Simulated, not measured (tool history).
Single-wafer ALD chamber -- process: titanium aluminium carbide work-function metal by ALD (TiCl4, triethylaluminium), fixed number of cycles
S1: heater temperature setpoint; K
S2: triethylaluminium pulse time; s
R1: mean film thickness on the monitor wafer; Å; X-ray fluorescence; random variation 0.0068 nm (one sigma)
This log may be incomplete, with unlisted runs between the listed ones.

Run 1, hour 0: S1 563.15 K, S2 9.43 s. Result: R1 17.786 Å.
Run 2, hour 3: S1 561.15 K, S2 9.22 s. Result: R1 17.515 Å.
Run 3, hour 6.1: S1 557.15 K, S2 9.22 s. Result: R1 17.27 Å.
Run 4, hour 13.7: S1 565.15 K, S2 9.22 s. Result: R1 18.085 Å.
Run 5, hour 14.7: S1 565.15 K, S2 10.13 s. Result: R1 18.072 Å.
Run 6, hour 21.6: S1 565.15 K, S2 8.57 s. Result: R1 17.843 Å.
Run 7, hour 26.3: S1 563.15 K, S2 8.4 s. Result: R1 17.524 Å.
Run 8, hour 33.9: S1 561.15 K, S2 8.28 s. Result: R1 17.4 Å.
Run 9, hour 41.5: S1 559.15 K, S2 8.15 s. Result: R1 17.175 Å.
Run 10, hour 46.2: S1 557.15 K, S2 8.04 s. Result: R1 17.012 Å.

Forecast run 11:
Run 11, hour 51.1: S1 555.15 K, S2 7.94 s. Result: R1 ?.

{"run 11": {"R1": 16.929}}

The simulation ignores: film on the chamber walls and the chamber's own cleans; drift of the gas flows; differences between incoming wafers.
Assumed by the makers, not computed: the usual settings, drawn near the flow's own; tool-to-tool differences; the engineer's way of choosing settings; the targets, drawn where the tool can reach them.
